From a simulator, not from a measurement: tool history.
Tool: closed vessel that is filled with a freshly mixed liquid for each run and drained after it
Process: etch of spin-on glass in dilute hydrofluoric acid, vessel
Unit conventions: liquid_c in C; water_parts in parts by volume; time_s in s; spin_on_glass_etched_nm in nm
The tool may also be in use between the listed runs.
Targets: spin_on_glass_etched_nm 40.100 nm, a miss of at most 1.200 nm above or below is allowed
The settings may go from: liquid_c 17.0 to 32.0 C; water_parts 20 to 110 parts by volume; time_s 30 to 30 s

Run 1, hour 0.0: liquid_c 24.0 C, water_parts 60 parts by volume, time_s 30 s. Result: spin_on_glass_etched_nm 16.165 nm.
Run 2, hour 1.2: liquid_c 24.0 C, water_parts 60 parts by volume, time_s 30 s. Result: spin_on_glass_etched_nm 16.512 nm.
Run 3, hour 6.4: liquid_c 24.0 C, water_parts 60 parts by volume, time_s 30 s. Result: spin_on_glass_etched_nm 16.282 nm.
Run 4, hour 12.9: liquid_c 25.5 C, water_parts 55 parts by volume, time_s 30 s. Result: spin_on_glass_etched_nm 19.045 nm.
Run 5, hour 17.6: liquid_c 25.5 C, water_parts 55 parts by volume, time_s 30 s. Result: spin_on_glass_etched_nm 19.011 nm.
Run 6, hour 23.3: liquid_c 27.5 C, water_parts 55 parts by volume, time_s 30 s. Result: spin_on_glass_etched_nm 20.567 nm.
Run 7, hour 31.2: liquid_c 28.5 C, water_parts 50 parts by volume, time_s 30 s. Result: spin_on_glass_etched_nm 23.472 nm.
Run 8, hour 36.9: liquid_c 29.0 C, water_parts 45 parts by volume, time_s 30 s. Result: spin_on_glass_etched_nm 27.051 nm.
Run 9, hour 39.4: liquid_c 29.5 C, water_parts 40 parts by volume, time_s 30 s. Result: spin_on_glass_etched_nm 31.833 nm.
Run 10, hour 44.7: liquid_c 29.5 C, water_parts 40 parts by volume, time_s 30 s. Result: spin_on_glass_etched_nm 31.097 nm.

4 next moves are on the table. One of them brings every result within its allowed miss. Which?
Run A, hour 50.0: liquid_c 31.0 C, water_parts 35 parts by volume, time_s 30 s. Result: spin_on_glass_etched_nm ?.
Run B, hour 50.0: liquid_c 32.0 C, water_parts 35 parts by volume, time_s 30 s. Result: spin_on_glass_etched_nm ?.
Run C, hour 50.0: liquid_c 32.0 C, water_parts 30 parts by volume, time_s 30 s. Result: spin_on_glass_etched_nm ?.
Run D, hour 50.0: liquid_c 30.5 C, water_parts 30 parts by volume, time_s 30 s. Result: spin_on_glass_etched_nm ?.

move  spin_on_glass_etched_nm
   A                   38.600
   B                   40.150
   C                   47.233
   D                   44.505
A: nearer than the last run, and not there yet
B: all results in spec
C: the result that was furthest off in the last run now lies on the other side of its target
D: the result that was furthest off in the last run now lies on the other side of its target
The move that meets every target is B.

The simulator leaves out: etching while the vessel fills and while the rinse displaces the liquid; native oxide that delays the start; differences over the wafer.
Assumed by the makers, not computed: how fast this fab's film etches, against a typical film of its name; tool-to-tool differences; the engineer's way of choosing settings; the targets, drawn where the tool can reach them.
